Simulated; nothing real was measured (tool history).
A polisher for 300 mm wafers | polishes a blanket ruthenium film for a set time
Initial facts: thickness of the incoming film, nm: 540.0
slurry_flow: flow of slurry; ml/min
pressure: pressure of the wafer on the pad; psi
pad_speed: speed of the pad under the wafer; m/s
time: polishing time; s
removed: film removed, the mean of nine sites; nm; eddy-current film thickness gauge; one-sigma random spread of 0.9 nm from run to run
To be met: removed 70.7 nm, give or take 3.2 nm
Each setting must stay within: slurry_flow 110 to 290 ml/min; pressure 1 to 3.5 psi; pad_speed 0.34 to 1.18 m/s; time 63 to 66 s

run  hour  slurry_flow  pressure  pad_speed  time  removed
  1     0          185       2.2       0.76    63   55.166
  2   1.6          185       2.2       0.76    63   55.067
  3   8.9          185       2.2       0.76    66   58.268
  4  15.2          185       2.2       0.64    66   50.182
  5  19.4          165       2.2       0.64    66   48.351
  6  25.4          165       2.2       0.72    66   53.828
  7  27.1          180       2.3       0.72    66   56.673
  8  32.1          190       2.4       0.72    66   59.066
  9  35.2          190       2.5       0.72    66   61.821
 10  43.4          190       2.5       0.72    66   62.065
 11    48          195       2.6       0.72    66   66.876
 12  51.2          200       2.6       0.72    66   65.589

Which one of the following 4 next-run settings gets every result inside its allowed miss? There is exactly one.
  A  54.4          195       3.5       0.58    66        ?
  B  54.4          220       2.8       0.66    63        ?
  C  54.4          200       2.7       0.68    66        ?
  D  54.4          165       2.8        0.7    63        ?

move  removed
   A   68.851
   B   60.613
   C   62.439
   D   62.103
A: every result within its allowed miss
B: moves away from the targets compared with the last run
C: moves away from the targets compared with the last run
D: moves away from the targets compared with the last run
The move that meets every target is A.
